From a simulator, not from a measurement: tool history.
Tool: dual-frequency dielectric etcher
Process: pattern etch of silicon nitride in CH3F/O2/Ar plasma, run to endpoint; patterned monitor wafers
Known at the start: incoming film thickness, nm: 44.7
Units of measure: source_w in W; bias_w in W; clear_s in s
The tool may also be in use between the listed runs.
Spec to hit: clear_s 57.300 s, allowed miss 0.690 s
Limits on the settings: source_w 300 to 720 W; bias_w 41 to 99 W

| run | hour | source_w | bias_w | clear_s |
|---|---|---|---|---|
| 1 | 0.0 | 510 | 70 | 53.679 |
| 2 | 4.5 | 510 | 78 | 51.376 |
| 3 | 9.6 | 470 | 78 | 53.146 |
| 4 | 12.8 | 530 | 78 | 50.266 |
| 5 | 14.1 | 610 | 78 | 47.500 |
| 6 | 16.4 | 650 | 78 | 46.659 |
| 7 | 23.2 | 560 | 77 | 49.486 |
| 8 | 25.2 | 500 | 76 | 52.251 |
| 9 | 31.3 | 460 | 76 | 54.023 |
| 10 | 34.5 | 440 | 76 | 55.191 |
| 11 | 37.0 | 430 | 76 | 55.876 |
| 12 | 42.7 | 390 | 76 | 58.178 |

Which of these 4 next moves meets every target?
| A | 48.4 | 370 | 77 | ? |
| B | 48.4 | 390 | 84 | ? |
| C | 48.4 | 410 | 79 | ? |
| D | 48.4 | 410 | 75 | ? |

| move | clear_s |
|---|---|
| A | 59.380 |
| B | 56.048 |
| C | 56.182 |
| D | 57.339 |
A: misses by more than the last run did
B: takes the result that was furthest off past its target
C: takes the result that was furthest off past its target
D: hits every target within its allowed miss
D meets every target.
